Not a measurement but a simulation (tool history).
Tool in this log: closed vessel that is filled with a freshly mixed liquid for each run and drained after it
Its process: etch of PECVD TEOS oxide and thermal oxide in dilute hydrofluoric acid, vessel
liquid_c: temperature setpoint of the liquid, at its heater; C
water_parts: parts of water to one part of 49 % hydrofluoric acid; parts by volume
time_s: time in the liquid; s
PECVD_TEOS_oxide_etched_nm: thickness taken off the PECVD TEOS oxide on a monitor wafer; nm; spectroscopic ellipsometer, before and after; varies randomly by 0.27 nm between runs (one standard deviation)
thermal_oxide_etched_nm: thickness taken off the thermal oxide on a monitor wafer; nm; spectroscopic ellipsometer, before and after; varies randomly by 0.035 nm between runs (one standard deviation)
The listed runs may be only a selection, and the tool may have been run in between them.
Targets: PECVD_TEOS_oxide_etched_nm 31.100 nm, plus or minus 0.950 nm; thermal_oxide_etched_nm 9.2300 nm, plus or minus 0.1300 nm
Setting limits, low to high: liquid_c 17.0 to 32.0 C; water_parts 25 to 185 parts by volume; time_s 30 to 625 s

run,day,liquid_c,water_parts,time_s,PECVD_TEOS_oxide_etched_nm,thermal_oxide_etched_nm
1,0.000,24.0,105,320,49.350,14.5060
2,0.175,22.5,110,320,44.603,13.0630
3,0.367,21.0,110,320,41.021,12.3600
4,0.617,20.5,115,320,38.679,11.4260
5,0.708,20.5,115,195,23.690,6.9806
6,0.975,20.5,115,305,37.240,10.8740
7,1.342,20.0,115,305,35.992,10.7110
8,1.454,17.0,120,305,30.612,9.0121

Which one of the following 4 next-run settings gets every result inside its allowed miss? There is exactly one.
A,1.567,17.5,95,220,?,?
B,1.567,21.0,60,120,?,?
C,1.567,19.5,100,230,?,?
D,1.567,17.0,110,270,?,?

move,PECVD_TEOS_oxide_etched_nm,thermal_oxide_etched_nm
A,28.766,8.5892
B,29.940,8.9400
C,30.886,9.2225
D,29.392,8.7763
A: further off than the last run
B: further off than the last run
C: in spec on every target
D: further off than the last run
The right move is C.
